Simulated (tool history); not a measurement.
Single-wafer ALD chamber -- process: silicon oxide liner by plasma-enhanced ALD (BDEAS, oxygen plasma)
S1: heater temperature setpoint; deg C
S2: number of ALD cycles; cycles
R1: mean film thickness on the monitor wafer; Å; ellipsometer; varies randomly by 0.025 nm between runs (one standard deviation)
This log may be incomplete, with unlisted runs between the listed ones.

| run | hour | S1 | S2 | R1 |
|---|---|---|---|---|
| 1 | 0 | 320 | 72 | 68.44 |
| 2 | 8.5 | 328 | 72 | 67.607 |
| 3 | 12.2 | 328 | 75 | 70.649 |
| 4 | 13.7 | 328 | 77 | 72.641 |
| 5 | 21.8 | 328 | 79 | 74.026 |
| 6 | 25.5 | 328 | 70 | 65.782 |
| 7 | 31 | 327 | 73 | 69.3 |
| 8 | 36.6 | 327 | 76 | 71.505 |
| 9 | 39.6 | 327 | 78 | 73.164 |
| 10 | 43.4 | 327 | 80 | 75.365 |
| 11 | 46.6 | 327 | 81 | 75.916 |

What does the tool deliver on the next run?
| 12 | 48.8 | 327 | 82 | ? |

Run 12 came out at R1 77.844 Å.

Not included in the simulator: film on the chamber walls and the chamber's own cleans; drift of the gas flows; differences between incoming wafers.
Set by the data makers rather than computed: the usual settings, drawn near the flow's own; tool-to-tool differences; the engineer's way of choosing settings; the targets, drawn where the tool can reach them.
